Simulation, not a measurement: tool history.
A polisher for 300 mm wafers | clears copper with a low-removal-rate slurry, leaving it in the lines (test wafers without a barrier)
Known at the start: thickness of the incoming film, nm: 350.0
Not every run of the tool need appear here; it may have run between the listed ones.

run	hour	flow of slurry (ml/min)	pressure of the wafer on the pad (psi)	speed of the pad under the wafer (m/s)	abrasive content of the slurry	overpolish time after the end point (s)	time until the end point was called (s)	dishing of a wide line in a test structure (angstrom)
1	0.0	150	3.0	1.00	1.0	29	115.41	493.90
2	5.4	150	2.9	1.00	1.0	30	115.21	479.64
3	12.4	150	2.3	1.00	1.0	30	137.32	426.75
4	13.5	150	2.3	0.90	1.0	30	147.33	424.72
5	15.9	150	2.3	0.90	1.0	31	142.54	417.09
6	20.6	150	2.3	0.72	1.0	31	167.86	376.31
7	25.0	150	2.4	0.72	1.0	32	158.93	395.47

Forecast run 8:
8	30.3	150	2.4	0.72	1.0	33	?	?

time until the end point was called (s): 161.79
dishing of a wide line in a test structure (angstrom): 402.61
